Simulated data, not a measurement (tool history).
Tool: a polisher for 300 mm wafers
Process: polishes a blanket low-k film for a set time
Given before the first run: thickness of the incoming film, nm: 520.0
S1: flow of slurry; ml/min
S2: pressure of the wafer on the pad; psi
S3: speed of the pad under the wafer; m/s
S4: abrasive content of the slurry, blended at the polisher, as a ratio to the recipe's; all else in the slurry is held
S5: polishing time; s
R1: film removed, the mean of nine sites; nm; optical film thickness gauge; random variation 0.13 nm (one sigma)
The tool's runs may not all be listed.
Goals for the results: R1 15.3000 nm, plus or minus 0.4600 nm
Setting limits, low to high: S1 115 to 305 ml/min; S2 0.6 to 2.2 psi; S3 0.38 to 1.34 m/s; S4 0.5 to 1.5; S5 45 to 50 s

run  hour   S1   S2    S3   S4  S5       R1
  1   0.0  195  1.4  0.86  1.0  50  10.8750
  2   3.4  195  1.4  0.86  1.0  45   9.5017
  3   8.3  195  1.4  0.86  1.0  50  10.6800
  4  16.6  200  1.5  0.86  1.0  50  11.4340
  5  23.8  200  1.5  1.04  1.0  50  13.0160
  6  25.4  200  1.3  1.04  1.0  50  11.4560
  7  28.3  205  1.4  1.04  1.0  50  12.1940
  8  32.8  215  1.8  1.04  1.0  50  15.8870

Pick the move, out of 5, that brings all results within their allowed miss; only one does.
  A  37.3  215  2.2  0.94  1.0  45   ?
  B  37.3  210  1.8  0.98  1.0  50   ?
  C  37.3  260  1.8  1.26  0.9  48   ?
  D  37.3  225  1.7  1.04  1.1  45   ?
  E  37.3  260  1.8  1.02  1.2  47   ?

move       R1
   A  16.0390
   B  15.0340
   C  16.4140
   D  14.2560
   E  16.5610
A: the biggest miss grows against the last run
B: in spec on every target
C: the biggest miss grows against the last run
D: carries the result that was furthest off beyond its target, to the other side
E: the biggest miss grows against the last run
So the answer is move B, the one that meets all the targets.
